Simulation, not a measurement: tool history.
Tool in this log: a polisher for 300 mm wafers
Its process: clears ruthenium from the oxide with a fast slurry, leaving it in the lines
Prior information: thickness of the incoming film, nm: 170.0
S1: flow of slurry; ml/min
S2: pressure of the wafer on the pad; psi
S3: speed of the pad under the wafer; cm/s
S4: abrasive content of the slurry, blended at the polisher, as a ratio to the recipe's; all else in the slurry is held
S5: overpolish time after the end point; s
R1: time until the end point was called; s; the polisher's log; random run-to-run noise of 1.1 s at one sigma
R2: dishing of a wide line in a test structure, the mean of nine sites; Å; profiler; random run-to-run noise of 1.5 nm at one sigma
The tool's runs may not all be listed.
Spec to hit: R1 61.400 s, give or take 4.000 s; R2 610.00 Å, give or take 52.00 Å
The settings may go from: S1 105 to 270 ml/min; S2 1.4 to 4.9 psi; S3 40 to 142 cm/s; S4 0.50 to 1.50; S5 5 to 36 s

run	hour	S1	S2	S3	S4	S5	R1	R2
1	0.0	175	3.1	90	1.00	18	42.687	565.30
2	1.4	175	2.8	90	1.00	18	46.488	503.12
3	9.4	140	2.8	90	1.00	18	47.753	478.96
4	15.4	140	2.7	90	1.00	20	48.311	515.21
5	21.9	165	2.7	90	1.00	20	47.978	557.28
6	23.5	165	2.7	90	1.00	16	46.436	440.04
7	24.5	165	2.6	88	1.00	18	51.677	470.49
8	26.6	165	2.5	88	1.00	19	54.672	486.50
9	29.6	165	2.5	88	1.00	20	52.094	517.71
10	37.9	165	2.4	88	1.00	21	54.747	517.76
11	42.9	165	2.4	88	1.00	22	55.909	505.75
12	50.0	165	2.4	88	1.00	23	55.727	546.33
13	52.6	165	2.4	88	1.00	24	53.185	571.28

Exercise: of the 4 proposed moves below, exactly one satisfies all targets within the stated allowed misses. Which move is it?
A	55.2	145	2.4	102	0.95	20	?	?
B	55.2	150	2.3	104	0.85	25	?	?
C	55.2	200	2.5	92	1.20	18	?	?
D	55.2	150	2.0	96	1.05	29	?	?

move	R1	R2
A	50.857	535.64
B	53.597	621.31
C	48.470	509.21
D	61.854	624.06
A: misses by more than the last run did
B: closer than the last run, but not yet in spec
C: misses by more than the last run did
D: each result inside its tolerance
Move D is the one to make.
